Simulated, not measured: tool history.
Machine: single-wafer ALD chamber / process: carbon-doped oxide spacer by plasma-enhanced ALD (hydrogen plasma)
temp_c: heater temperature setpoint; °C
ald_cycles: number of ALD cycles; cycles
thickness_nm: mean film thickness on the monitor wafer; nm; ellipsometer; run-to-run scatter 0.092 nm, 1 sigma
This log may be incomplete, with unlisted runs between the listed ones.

run	hour	temp_c	ald_cycles	thickness_nm
1	0	390	487	26.178
2	8.5	390	431	22.976
3	15.4	390	419	22.401
4	22.4	390	409	21.763
5	30.2	386	409	21.665
6	37.1	397	409	21.999
7	43.2	397	400	21.489
8	48.7	397	393	21.12
9	52.5	397	387	20.62
10	57.9	397	383	20.515
11	62.2	397	379	20.19
12	68.8	397	376	20.17

Expected results for the next run?
13	74.2	397	373	?

thickness_nm: 19.863 nm
